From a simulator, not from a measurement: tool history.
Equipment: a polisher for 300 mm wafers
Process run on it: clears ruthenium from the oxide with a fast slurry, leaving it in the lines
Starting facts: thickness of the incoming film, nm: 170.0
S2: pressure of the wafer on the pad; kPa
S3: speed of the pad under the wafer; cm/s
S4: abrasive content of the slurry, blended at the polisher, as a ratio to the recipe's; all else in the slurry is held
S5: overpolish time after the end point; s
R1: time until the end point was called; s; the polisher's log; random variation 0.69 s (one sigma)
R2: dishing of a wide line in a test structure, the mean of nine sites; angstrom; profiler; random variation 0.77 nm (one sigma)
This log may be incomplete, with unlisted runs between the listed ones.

Run 1, hour 0.0: flow of slurry (ml/min) 160, S2 22.1 kPa, S3 100 cm/s, S4 1.00, S5 19 s. Result: R1 45.226 s, R2 583.41 angstrom.
Run 2, hour 6.2: flow of slurry (ml/min) 160, S2 22.1 kPa, S3 88 cm/s, S4 1.00, S5 19 s. Result: R1 49.756 s, R2 533.63 angstrom.
Run 3, hour 13.0: flow of slurry (ml/min) 160, S2 22.1 kPa, S3 88 cm/s, S4 1.00, S5 14 s. Result: R1 49.863 s, R2 409.45 angstrom.
Run 4, hour 14.5: flow of slurry (ml/min) 160, S2 22.8 kPa, S3 88 cm/s, S4 1.00, S5 14 s. Result: R1 48.370 s, R2 410.14 angstrom.
Run 5, hour 20.2: flow of slurry (ml/min) 160, S2 22.8 kPa, S3 88 cm/s, S4 1.00, S5 9 s. Result: R1 49.554 s, R2 275.04 angstrom.
Run 6, hour 21.1: flow of slurry (ml/min) 160, S2 22.8 kPa, S3 108 cm/s, S4 1.00, S5 9 s. Result: R1 39.218 s, R2 320.03 angstrom.

What does the tool deliver on the next run?
Run 7, hour 24.7: flow of slurry (ml/min) 160, S2 22.1 kPa, S3 106 cm/s, S4 1.05, S5 11 s. Result: R1 ?, R2 ?.

R1: 39.466 s
R2: 392.11 angstrom
